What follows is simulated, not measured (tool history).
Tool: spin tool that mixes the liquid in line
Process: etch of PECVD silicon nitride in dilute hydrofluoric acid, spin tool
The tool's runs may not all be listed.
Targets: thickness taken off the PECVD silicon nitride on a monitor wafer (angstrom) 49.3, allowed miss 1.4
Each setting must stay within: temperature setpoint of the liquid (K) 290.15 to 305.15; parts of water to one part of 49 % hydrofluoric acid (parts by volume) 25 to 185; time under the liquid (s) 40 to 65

run,day,temperature setpoint of the liquid (K),parts of water to one part of 49 % hydrofluoric acid (parts by volume),time under the liquid (s),thickness taken off the PECVD silicon nitride on a monitor wafer (angstrom)
1,0,297.15,105,65,19.96
2,0.104,298.65,100,65,23.442
3,0.188,299.65,95,65,26.215
4,0.379,299.65,120,65,20.736
5,0.683,299.65,135,65,18.297
6,0.954,299.65,135,65,18.368
7,1.242,300.65,125,65,21.093
8,1.383,304.65,85,65,40.124

Consider the 5 candidate settings below. Which is the only one whose results all fall within their allowed miss of target?
A,1.525,305.15,105,60,?
B,1.525,305.15,65,65,?
C,1.525,305.15,105,65,?
D,1.525,302.65,55,65,?
E,1.525,304.65,70,65,?

move,thickness taken off the PECVD silicon nitride on a monitor wafer (angstrom)
A,30.811
B,54.105
C,33.378
D,54.48
E,48.679
A: its largest miss is bigger than the last run's
B: carries the result that was furthest off beyond its target, to the other side
C: its largest miss is bigger than the last run's
D: carries the result that was furthest off beyond its target, to the other side
E: all results land within tolerance of their targets
Move E is the one to make.

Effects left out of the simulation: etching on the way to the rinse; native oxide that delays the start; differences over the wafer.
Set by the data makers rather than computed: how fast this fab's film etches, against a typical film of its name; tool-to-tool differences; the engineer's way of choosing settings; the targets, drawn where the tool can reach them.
